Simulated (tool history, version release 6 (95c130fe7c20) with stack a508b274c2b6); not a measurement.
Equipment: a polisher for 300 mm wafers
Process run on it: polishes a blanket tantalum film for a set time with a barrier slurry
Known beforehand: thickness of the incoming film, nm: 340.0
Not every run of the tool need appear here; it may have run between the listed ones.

| run | hour | flow of slurry (ml/min) | pressure of the wafer on the pad (kPa) | speed of the pad under the wafer (cm/s) | abrasive content of the slurry | polishing time (s) | film removed (Å) |
|---|---|---|---|---|---|---|---|
| 1 | 0.0 | 300 | 13.8 | 126 | 1.0 | 42 | 906.53 |
| 2 | 4.9 | 300 | 13.8 | 126 | 1.0 | 42 | 922.49 |
| 3 | 8.5 | 300 | 15.2 | 126 | 1.0 | 42 | 988.73 |
| 4 | 13.8 | 300 | 16.5 | 126 | 1.0 | 42 | 1068.80 |
| 5 | 14.8 | 300 | 17.2 | 126 | 1.0 | 42 | 1100.10 |
| 6 | 22.8 | 300 | 17.9 | 126 | 1.0 | 42 | 1160.50 |
| 7 | 25.6 | 300 | 18.6 | 126 | 1.0 | 42 | 1190.80 |

Run 8, settings as shown, results not yet in. Your forecast:
| 8 | 30.0 | 300 | 19.3 | 126 | 1.0 | 42 | ? |

film removed (Å): 1252.10
